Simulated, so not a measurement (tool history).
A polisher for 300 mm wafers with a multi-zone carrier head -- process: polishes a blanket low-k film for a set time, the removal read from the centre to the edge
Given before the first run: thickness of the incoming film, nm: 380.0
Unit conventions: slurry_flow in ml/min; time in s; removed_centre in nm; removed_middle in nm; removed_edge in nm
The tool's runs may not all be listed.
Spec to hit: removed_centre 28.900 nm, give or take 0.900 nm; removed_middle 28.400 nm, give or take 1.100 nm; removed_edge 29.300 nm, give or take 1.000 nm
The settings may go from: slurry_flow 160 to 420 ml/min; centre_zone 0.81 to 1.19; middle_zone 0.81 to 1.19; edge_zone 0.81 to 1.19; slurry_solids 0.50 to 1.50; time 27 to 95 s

Run 1, hour 0.0: slurry_flow 270 ml/min, centre_zone 1.00, middle_zone 1.00, edge_zone 1.00, slurry_solids 1.00, time 61 s. Result: removed_centre 20.535 nm, removed_middle 21.867 nm, removed_edge 22.171 nm.
Run 2, hour 3.1: slurry_flow 270 ml/min, centre_zone 1.00, middle_zone 1.00, edge_zone 1.00, slurry_solids 1.00, time 75 s. Result: removed_centre 25.555 nm, removed_middle 26.379 nm, removed_edge 27.081 nm.
Run 3, hour 7.8: slurry_flow 270 ml/min, centre_zone 1.00, middle_zone 1.00, edge_zone 1.00, slurry_solids 0.95, time 75 s. Result: removed_centre 24.745 nm, removed_middle 26.029 nm, removed_edge 26.947 nm.
Run 4, hour 15.0: slurry_flow 330 ml/min, centre_zone 1.00, middle_zone 1.00, edge_zone 1.00, slurry_solids 0.95, time 75 s. Result: removed_centre 25.457 nm, removed_middle 26.510 nm, removed_edge 27.029 nm.
Run 5, hour 19.1: slurry_flow 330 ml/min, centre_zone 1.00, middle_zone 1.00, edge_zone 1.08, slurry_solids 0.95, time 75 s. Result: removed_centre 25.273 nm, removed_middle 27.484 nm, removed_edge 27.594 nm.
Run 6, hour 27.9: slurry_flow 330 ml/min, centre_zone 1.00, middle_zone 0.93, edge_zone 1.08, slurry_solids 0.95, time 75 s. Result: removed_centre 25.383 nm, removed_middle 25.436 nm, removed_edge 28.201 nm.
Run 7, hour 34.2: slurry_flow 335 ml/min, centre_zone 1.02, middle_zone 0.94, edge_zone 1.09, slurry_solids 0.95, time 75 s. Result: removed_centre 25.721 nm, removed_middle 26.200 nm, removed_edge 28.459 nm.
Run 8, hour 41.7: slurry_flow 340 ml/min, centre_zone 1.04, middle_zone 0.95, edge_zone 1.09, slurry_solids 0.95, time 75 s. Result: removed_centre 26.473 nm, removed_middle 26.342 nm, removed_edge 28.263 nm.
Run 9, hour 43.0: slurry_flow 340 ml/min, centre_zone 1.04, middle_zone 0.95, edge_zone 1.09, slurry_solids 0.95, time 75 s. Result: removed_centre 26.480 nm, removed_middle 26.015 nm, removed_edge 28.528 nm.
Run 10, hour 47.3: slurry_flow 345 ml/min, centre_zone 1.05, middle_zone 0.97, edge_zone 1.09, slurry_solids 0.95, time 75 s. Result: removed_centre 26.333 nm, removed_middle 26.721 nm, removed_edge 28.183 nm.
Run 11, hour 55.9: slurry_flow 350 ml/min, centre_zone 1.07, middle_zone 0.98, edge_zone 1.09, slurry_solids 0.95, time 75 s. Result: removed_centre 27.024 nm, removed_middle 26.448 nm, removed_edge 28.157 nm.
Run 12, hour 57.8: slurry_flow 350 ml/min, centre_zone 1.08, middle_zone 0.99, edge_zone 1.10, slurry_solids 0.95, time 75 s. Result: removed_centre 27.073 nm, removed_middle 26.973 nm, removed_edge 28.645 nm.
Run 13, hour 65.2: slurry_flow 355 ml/min, centre_zone 1.09, middle_zone 1.00, edge_zone 1.10, slurry_solids 0.95, time 75 s. Result: removed_centre 27.406 nm, removed_middle 26.444 nm, removed_edge 28.955 nm.
Run 14, hour 70.0: slurry_flow 360 ml/min, centre_zone 1.09, middle_zone 1.02, edge_zone 1.08, slurry_solids 0.95, time 75 s. Result: removed_centre 27.443 nm, removed_middle 26.960 nm, removed_edge 28.291 nm.

Below are 5 possible settings for the next run. Only one of them brings all results inside the allowed miss of their targets. Which is it?
Run A, hour 74.8: slurry_flow 395 ml/min, centre_zone 1.11, middle_zone 1.14, edge_zone 1.01, slurry_solids 1.35, time 65 s. Result: removed_centre ?, removed_middle ?, removed_edge ?.
Run B, hour 74.8: slurry_flow 300 ml/min, centre_zone 1.01, middle_zone 0.81, edge_zone 1.09, slurry_solids 1.00, time 75 s. Result: removed_centre ?, removed_middle ?, removed_edge ?.
Run C, hour 74.8: slurry_flow 370 ml/min, centre_zone 1.16, middle_zone 0.85, edge_zone 1.04, slurry_solids 0.85, time 79 s. Result: removed_centre ?, removed_middle ?, removed_edge ?.
Run D, hour 74.8: slurry_flow 225 ml/min, centre_zone 1.02, middle_zone 0.82, edge_zone 1.19, slurry_solids 1.00, time 80 s. Result: removed_centre ?, removed_middle ?, removed_edge ?.
Run E, hour 74.8: slurry_flow 325 ml/min, centre_zone 1.09, middle_zone 1.03, edge_zone 1.05, slurry_solids 1.10, time 75 s. Result: removed_centre ?, removed_middle ?, removed_edge ?.

move  removed_centre  removed_middle  removed_edge
   A          28.246          28.823        27.526
   B          25.707          24.517        28.891
   C          29.745          25.152        28.253
   D          26.608          25.360        31.288
   E          29.102          28.759        29.607
A: brings the result that was furthest off to its target, and leaves another outside
B: moves away from the targets compared with the last run
C: brings the result that was furthest off to its target, and leaves another outside
D: moves away from the targets compared with the last run
E: in spec on every target
Go with E: it meets all targets.
